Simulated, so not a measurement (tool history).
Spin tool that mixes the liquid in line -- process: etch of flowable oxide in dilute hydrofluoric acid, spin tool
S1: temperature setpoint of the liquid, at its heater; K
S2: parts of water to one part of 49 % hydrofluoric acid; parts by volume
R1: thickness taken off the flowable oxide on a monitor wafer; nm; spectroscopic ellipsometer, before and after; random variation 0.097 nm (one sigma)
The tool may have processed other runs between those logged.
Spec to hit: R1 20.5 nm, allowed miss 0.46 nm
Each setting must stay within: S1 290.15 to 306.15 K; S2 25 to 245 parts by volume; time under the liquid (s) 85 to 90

{"run": 1, "day": 0.0, "S1": 298.15, "S2": 135, "time under the liquid (s)": 85, "R1": 29.663}
{"run": 2, "day": 0.246, "S1": 295.65, "S2": 140, "time under the liquid (s)": 85, "R1": 25.812}
{"run": 3, "day": 0.425, "S1": 295.65, "S2": 115, "time under the liquid (s)": 85, "R1": 32.311}
{"run": 4, "day": 0.45, "S1": 295.65, "S2": 95, "time under the liquid (s)": 85, "R1": 40.25}
{"run": 5, "day": 0.65, "S1": 297.65, "S2": 95, "time under the liquid (s)": 85, "R1": 43.248}
{"run": 6, "day": 0.733, "S1": 295.15, "S2": 110, "time under the liquid (s)": 85, "R1": 33.438}
{"run": 7, "day": 0.771, "S1": 293.65, "S2": 120, "time under the liquid (s)": 85, "R1": 28.32}
{"run": 8, "day": 0.992, "S1": 292.65, "S2": 125, "time under the liquid (s)": 85, "R1": 26.144}
{"run": 9, "day": 1.171, "S1": 291.65, "S2": 130, "time under the liquid (s)": 85, "R1": 24.064}
{"run": 10, "day": 1.275, "S1": 291.15, "S2": 135, "time under the liquid (s)": 85, "R1": 22.44}
{"run": 11, "day": 1.604, "S1": 290.65, "S2": 135, "time under the liquid (s)": 85, "R1": 21.964}

Below are 4 possible settings for the next run. Only one of them brings all results inside the allowed miss of their targets. Which is it?
{"run": "A", "day": 1.933, "S1": 291.15, "S2": 140, "time under the liquid (s)": 85, "R1": "?"}
{"run": "B", "day": 1.933, "S1": 290.15, "S2": 135, "time under the liquid (s)": 85, "R1": "?"}
{"run": "C", "day": 1.933, "S1": 291.15, "S2": 155, "time under the liquid (s)": 90, "R1": "?"}
{"run": "D", "day": 1.933, "S1": 291.15, "S2": 125, "time under the liquid (s)": 85, "R1": "?"}

move=A R1=21.635
move=B R1=21.64
move=C R1=20.384
move=D R1=24.603
A: nearer the targets than the last run, but a result is still out of spec
B: nearer the targets than the last run, but a result is still out of spec
C: all results land within tolerance of their targets
D: lands further from the targets than the last run did
C meets every target.
